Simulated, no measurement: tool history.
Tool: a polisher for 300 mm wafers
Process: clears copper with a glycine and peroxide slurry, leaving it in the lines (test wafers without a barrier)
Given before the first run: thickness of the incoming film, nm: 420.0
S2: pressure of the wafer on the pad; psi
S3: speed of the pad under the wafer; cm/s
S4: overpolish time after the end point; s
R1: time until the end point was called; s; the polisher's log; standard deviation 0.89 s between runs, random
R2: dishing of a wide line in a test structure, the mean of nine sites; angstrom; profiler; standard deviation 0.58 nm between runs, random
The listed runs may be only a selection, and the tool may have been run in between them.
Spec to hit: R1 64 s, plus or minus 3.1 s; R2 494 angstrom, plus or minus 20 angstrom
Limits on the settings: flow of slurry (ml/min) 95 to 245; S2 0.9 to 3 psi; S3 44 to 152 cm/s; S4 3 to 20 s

{"run": 1, "hour": 0.0, "flow of slurry (ml/min)": 155, "S2": 1.9, "S3": 98, "S4": 10, "R1": 100.03, "R2": 252.97}
{"run": 2, "hour": 4.0, "flow of slurry (ml/min)": 175, "S2": 1.9, "S3": 98, "S4": 10, "R1": 97.583, "R2": 260.53}
{"run": 3, "hour": 5.6, "flow of slurry (ml/min)": 170, "S2": 2.1, "S3": 100, "S4": 11, "R1": 90.754, "R2": 295.42}
{"run": 4, "hour": 9.4, "flow of slurry (ml/min)": 170, "S2": 2.3, "S3": 104, "S4": 12, "R1": 82.363, "R2": 338.27}
{"run": 5, "hour": 14.7, "flow of slurry (ml/min)": 170, "S2": 2.4, "S3": 106, "S4": 13, "R1": 77.096, "R2": 368.22}
{"run": 6, "hour": 15.5, "flow of slurry (ml/min)": 170, "S2": 2.5, "S3": 106, "S4": 14, "R1": 74.833, "R2": 393.19}
{"run": 7, "hour": 23.3, "flow of slurry (ml/min)": 175, "S2": 2.6, "S3": 108, "S4": 14, "R1": 72.872, "R2": 403.6}
{"run": 8, "hour": 29.7, "flow of slurry (ml/min)": 175, "S2": 2.6, "S3": 110, "S4": 14, "R1": 69.951, "R2": 412.64}
{"run": 9, "hour": 35.4, "flow of slurry (ml/min)": 175, "S2": 2.7, "S3": 112, "S4": 15, "R1": 69.396, "R2": 436.61}
{"run": 10, "hour": 43.3, "flow of slurry (ml/min)": 175, "S2": 2.8, "S3": 112, "S4": 15, "R1": 66.016, "R2": 457.13}
{"run": 11, "hour": 50.2, "flow of slurry (ml/min)": 175, "S2": 2.8, "S3": 112, "S4": 16, "R1": 66.553, "R2": 464.96}

4 candidate next runs follow, results not yet known. Just one meets every target within its allowed miss. Identify it.
{"run": "A", "hour": 57.1, "flow of slurry (ml/min)": 160, "S2": 2.5, "S3": 112, "S4": 17, "R1": "?", "R2": "?"}
{"run": "B", "hour": 57.1, "flow of slurry (ml/min)": 155, "S2": 3, "S3": 106, "S4": 17, "R1": "?", "R2": "?"}
{"run": "C", "hour": 57.1, "flow of slurry (ml/min)": 145, "S2": 2.8, "S3": 104, "S4": 15, "R1": "?", "R2": "?"}
{"run": "D", "hour": 57.1, "flow of slurry (ml/min)": 185, "S2": 3, "S3": 116, "S4": 13, "R1": "?", "R2": "?"}

move=A R1=72.626 R2=449.4
move=B R1=65.23 R2=479.97
move=C R1=70.677 R2=423.95
move=D R1=59.73 R2=428.43
A: moves away from the targets compared with the last run
B: hits every target within its allowed miss
C: moves away from the targets compared with the last run
D: moves away from the targets compared with the last run
B is the move that brings every result within its allowed miss.
